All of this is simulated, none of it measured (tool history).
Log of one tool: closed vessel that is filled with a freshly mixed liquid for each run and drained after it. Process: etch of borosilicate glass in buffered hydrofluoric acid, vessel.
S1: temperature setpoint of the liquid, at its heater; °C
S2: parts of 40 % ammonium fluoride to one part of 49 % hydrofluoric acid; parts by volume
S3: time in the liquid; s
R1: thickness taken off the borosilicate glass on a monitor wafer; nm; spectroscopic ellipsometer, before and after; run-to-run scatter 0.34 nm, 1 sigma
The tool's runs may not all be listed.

Run 1, day 0: S1 22 °C, S2 20.5 parts by volume, S3 85 s. Result: R1 45.144 nm.
Run 2, day 0.142: S1 18.5 °C, S2 20.5 parts by volume, S3 85 s. Result: R1 37.318 nm.
Run 3, day 0.329: S1 20.5 °C, S2 20.5 parts by volume, S3 85 s. Result: R1 42.252 nm.
Run 4, day 0.5: S1 20.5 °C, S2 20.5 parts by volume, S3 95 s. Result: R1 46.764 nm.
Run 5, day 0.812: S1 21.5 °C, S2 20.5 parts by volume, S3 95 s. Result: R1 49.581 nm.
Run 6, day 0.983: S1 19 °C, S2 20.5 parts by volume, S3 95 s. Result: R1 42.674 nm.
Run 7, day 1.062: S1 20 °C, S2 20.5 parts by volume, S3 95 s. Result: R1 45.405 nm.
Run 8, day 1.196: S1 21 °C, S2 20.5 parts by volume, S3 95 s. Result: R1 48.15 nm.

For run 9, what comes out?
Run 9, day 1.488: S1 22 °C, S2 20.5 parts by volume, S3 95 s. Result: R1 ?.

Run 9 gave R1 50.407 nm.

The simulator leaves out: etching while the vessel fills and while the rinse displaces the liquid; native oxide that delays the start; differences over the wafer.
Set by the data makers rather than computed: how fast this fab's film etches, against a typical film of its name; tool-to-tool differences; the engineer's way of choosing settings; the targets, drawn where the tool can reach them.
